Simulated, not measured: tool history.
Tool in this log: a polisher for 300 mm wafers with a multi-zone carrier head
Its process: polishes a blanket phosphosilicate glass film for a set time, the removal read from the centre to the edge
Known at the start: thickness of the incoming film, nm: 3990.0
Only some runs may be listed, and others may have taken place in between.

| run | hour | flow of slurry (ml/min) | pressure of the head's centre zone | pressure of the head's middle zone | pressure of the head's edge zone | abrasive content of the slurry | polishing time (s) | film removed at the wafer's centre (nm) | film removed at mid-radius (nm) | film removed at the wafer's edge (nm) |
|---|---|---|---|---|---|---|---|---|---|---|
| 1 | 0.0 | 130 | 1.00 | 1.00 | 1.00 | 1.00 | 45 | 442.95 | 461.44 | 450.88 |
| 2 | 7.6 | 130 | 1.00 | 1.00 | 0.97 | 1.00 | 45 | 436.03 | 464.60 | 451.46 |
| 3 | 9.5 | 135 | 0.96 | 0.96 | 1.00 | 1.10 | 45 | 433.60 | 464.82 | 469.46 |
| 4 | 14.0 | 140 | 0.95 | 0.94 | 1.04 | 1.20 | 45 | 450.69 | 483.54 | 498.02 |
| 5 | 15.0 | 145 | 0.94 | 0.92 | 1.08 | 1.25 | 45 | 455.55 | 481.87 | 511.09 |
| 6 | 15.7 | 145 | 0.98 | 0.92 | 1.08 | 1.25 | 45 | 468.17 | 482.59 | 516.45 |

What does the tool deliver on the next run?
| 7 | 19.1 | 145 | 0.97 | 0.91 | 1.11 | 1.30 | 45 | ? | ? | ? |

{"run 7": {"film removed at the wafer's centre (nm)": 468.66, "film removed at mid-radius (nm)": 488.68, "film removed at the wafer's edge (nm)": 521.8}}
